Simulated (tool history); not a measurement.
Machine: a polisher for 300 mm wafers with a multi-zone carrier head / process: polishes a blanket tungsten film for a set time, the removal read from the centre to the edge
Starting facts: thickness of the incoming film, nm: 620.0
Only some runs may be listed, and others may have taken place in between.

run  hour  flow of slurry (ml/min)  pressure of the head's centre zone  pressure of the head's middle zone  pressure of the head's edge zone  abrasive content of the slurry  polishing time (s)  film removed at the wafer's centre (nm)  film removed at mid-radius (nm)  film removed at the wafer's edge (nm)
  1   0.0                      245                                1.00                                1.00                              1.00                            1.00                  66                                   228.55                           236.94                                 226.65
  2   5.5                      245                                1.00                                0.93                              1.00                            1.00                  66                                   226.27                           221.03                                 227.33
  3  13.8                      245                                0.94                                0.93                              1.00                            1.00                  66                                   216.33                           223.64                                 226.01
  4  22.5                      195                                0.94                                0.93                              1.00                            1.00                  66                                   206.24                           217.00                                 221.87
  5  24.1                      195                                0.94                                0.98                              1.00                            1.00                  66                                   207.14                           227.34                                 223.47
  6  25.2                      195                                0.94                                0.98                              1.00                            1.10                  66                                   217.31                           234.78                                 230.17
  7  26.2                      210                                0.95                                0.98                              1.03                            1.10                  66                                   220.98                           230.83                                 236.35
  8  32.2                      280                                1.03                                1.04                              1.11                            1.25                  66                                   251.67                           261.45                                 261.37

Run 9 comes next. What will it give?
  9  40.7                      275                                1.03                                1.03                              1.11                            1.25                  66                                        ?                                ?                                      ?

{"run 9": {"film removed at the wafer's centre (nm)": 252.68, "film removed at mid-radius (nm)": 260.3, "film removed at the wafer's edge (nm)": 259.55}}
